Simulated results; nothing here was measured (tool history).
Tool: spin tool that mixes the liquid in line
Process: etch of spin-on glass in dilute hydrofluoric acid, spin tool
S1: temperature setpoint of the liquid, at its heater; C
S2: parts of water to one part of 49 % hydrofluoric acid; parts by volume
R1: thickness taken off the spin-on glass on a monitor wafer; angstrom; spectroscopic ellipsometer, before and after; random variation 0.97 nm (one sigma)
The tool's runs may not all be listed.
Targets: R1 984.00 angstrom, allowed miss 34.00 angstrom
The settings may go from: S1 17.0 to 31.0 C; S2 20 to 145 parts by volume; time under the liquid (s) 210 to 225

Run 1, hour 0.0: S1 23.0 C, S2 80 parts by volume, time under the liquid (s) 210. Result: R1 749.37 angstrom.
Run 2, hour 1.4: S1 21.0 C, S2 80 parts by volume, time under the liquid (s) 210. Result: R1 683.29 angstrom.
Run 3, hour 10.4: S1 21.0 C, S2 80 parts by volume, time under the liquid (s) 225. Result: R1 715.69 angstrom.
Run 4, hour 11.3: S1 22.5 C, S2 80 parts by volume, time under the liquid (s) 225. Result: R1 778.97 angstrom.
Run 5, hour 19.1: S1 22.5 C, S2 55 parts by volume, time under the liquid (s) 225. Result: R1 1181.40 angstrom.
Run 6, hour 25.8: S1 24.5 C, S2 55 parts by volume, time under the liquid (s) 225. Result: R1 1279.60 angstrom.
Run 7, hour 32.8: S1 23.0 C, S2 55 parts by volume, time under the liquid (s) 225. Result: R1 1189.80 angstrom.
Run 8, hour 38.0: S1 23.0 C, S2 55 parts by volume, time under the liquid (s) 225. Result: R1 1187.70 angstrom.
Run 9, hour 46.2: S1 23.0 C, S2 55 parts by volume, time under the liquid (s) 225. Result: R1 1217.20 angstrom.
Run 10, hour 51.4: S1 21.5 C, S2 55 parts by volume, time under the liquid (s) 225. Result: R1 1143.80 angstrom.
Run 11, hour 58.3: S1 20.5 C, S2 55 parts by volume, time under the liquid (s) 225. Result: R1 1070.20 angstrom.
Run 12, hour 59.3: S1 20.0 C, S2 55 parts by volume, time under the liquid (s) 225. Result: R1 1052.90 angstrom.
Run 13, hour 61.5: S1 19.5 C, S2 55 parts by volume, time under the liquid (s) 225. Result: R1 1041.70 angstrom.

4 next moves are on the table. One of them brings every result within its allowed miss. Which?
Run A, hour 63.7: S1 17.0 C, S2 45 parts by volume, time under the liquid (s) 220. Result: R1 ?.
Run B, hour 63.7: S1 19.5 C, S2 55 parts by volume, time under the liquid (s) 215. Result: R1 ?.
Run C, hour 63.7: S1 17.5 C, S2 45 parts by volume, time under the liquid (s) 210. Result: R1 ?.
Run D, hour 63.7: S1 21.0 C, S2 55 parts by volume, time under the liquid (s) 220. Result: R1 ?.

move       R1
   A  1119.50
   B   985.45
   C  1092.10
   D  1074.30
A: further off than the last run
B: meets every target
C: further off than the last run
D: further off than the last run
Move B is the one to make.

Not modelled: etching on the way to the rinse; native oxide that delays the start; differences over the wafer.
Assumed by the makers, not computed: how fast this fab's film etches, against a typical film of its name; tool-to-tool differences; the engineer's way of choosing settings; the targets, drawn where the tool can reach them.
